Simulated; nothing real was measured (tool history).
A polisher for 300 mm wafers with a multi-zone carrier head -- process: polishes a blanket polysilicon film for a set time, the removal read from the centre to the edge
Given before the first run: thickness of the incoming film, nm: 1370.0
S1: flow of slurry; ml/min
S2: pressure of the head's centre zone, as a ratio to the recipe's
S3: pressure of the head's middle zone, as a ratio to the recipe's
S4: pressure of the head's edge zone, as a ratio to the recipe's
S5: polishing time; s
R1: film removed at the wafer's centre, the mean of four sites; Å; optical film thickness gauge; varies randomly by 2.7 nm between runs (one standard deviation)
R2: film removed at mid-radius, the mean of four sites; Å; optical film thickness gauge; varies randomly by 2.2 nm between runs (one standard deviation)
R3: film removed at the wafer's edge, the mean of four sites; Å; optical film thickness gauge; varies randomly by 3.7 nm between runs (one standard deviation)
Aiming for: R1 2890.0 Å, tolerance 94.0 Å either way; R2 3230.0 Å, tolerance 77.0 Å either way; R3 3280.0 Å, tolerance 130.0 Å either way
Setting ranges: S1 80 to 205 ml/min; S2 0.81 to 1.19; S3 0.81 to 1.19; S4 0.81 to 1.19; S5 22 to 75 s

run 1 day=0.000 | S1=135 S2=1.00 S3=1.00 S4=1.00 S5=48 | R1=4170.7 R2=4158.9 R3=4221.3
run 2 day=0.342 | S1=135 S2=0.95 S3=1.00 S4=1.00 S5=48 | R1=3964.3 R2=4223.6 R3=4197.3
run 3 day=0.708 | S1=125 S2=0.92 S3=0.97 S4=0.96 S5=46 | R1=3642.9 R2=3814.7 R3=3842.5
run 4 day=0.762 | S1=115 S2=0.89 S3=0.96 S4=0.95 S5=45 | R1=3355.8 R2=3704.9 R3=3685.9
run 5 day=1.008 | S1=110 S2=0.87 S3=0.94 S4=0.93 S5=45 | R1=3214.2 R2=3588.8 R3=3625.8
run 6 day=1.379 | S1=105 S2=0.86 S3=0.93 S4=0.91 S5=45 | R1=3109.7 R2=3488.9 R3=3602.9
run 7 day=1.642 | S1=105 S2=0.86 S3=0.93 S4=0.89 S5=44 | R1=3088.1 R2=3418.7 R3=3529.7
run 8 day=1.900 | S1=105 S2=0.86 S3=0.93 S4=0.89 S5=44 | R1=3007.9 R2=3445.2 R3=3452.2
run 9 day=2.158 | S1=100 S2=0.87 S3=0.92 S4=0.88 S5=44 | R1=3056.3 R2=3371.6 R3=3395.8
run 10 day=2.433 | S1=95 S2=0.87 S3=0.92 S4=0.88 S5=44 | R1=3044.0 R2=3320.6 R3=3344.8
run 11 day=2.483 | S1=80 S2=0.84 S3=0.92 S4=0.88 S5=44 | R1=2693.9 R2=3138.0 R3=3276.3

4 next moves are on the table. One of them brings every result within its allowed miss. Which?
run A day=2.533 | S1=90 S2=0.86 S3=0.86 S4=0.91 S5=43 | R1=? R2=? R3=?
run B day=2.533 | S1=95 S2=0.84 S3=0.89 S4=0.82 S5=44 | R1=? R2=? R3=?
run C day=2.533 | S1=100 S2=0.88 S3=1.02 S4=0.81 S5=41 | R1=? R2=? R3=?
run D day=2.533 | S1=95 S2=0.81 S3=0.98 S4=0.94 S5=40 | R1=? R2=? R3=?

move=A R1=2808.8 R2=3042.5 R3=3360.8
move=B R1=2862.1 R2=3244.7 R3=3317.2
move=C R1=2846.5 R2=3388.6 R3=3101.3
move=D R1=2509.6 R2=3162.4 R3=3204.9
A: puts the biggest miss on target and leaves a different result outside tolerance
B: meets every target
C: puts the biggest miss on target and leaves a different result outside tolerance
D: further off than the last run
Move B is the one to make.

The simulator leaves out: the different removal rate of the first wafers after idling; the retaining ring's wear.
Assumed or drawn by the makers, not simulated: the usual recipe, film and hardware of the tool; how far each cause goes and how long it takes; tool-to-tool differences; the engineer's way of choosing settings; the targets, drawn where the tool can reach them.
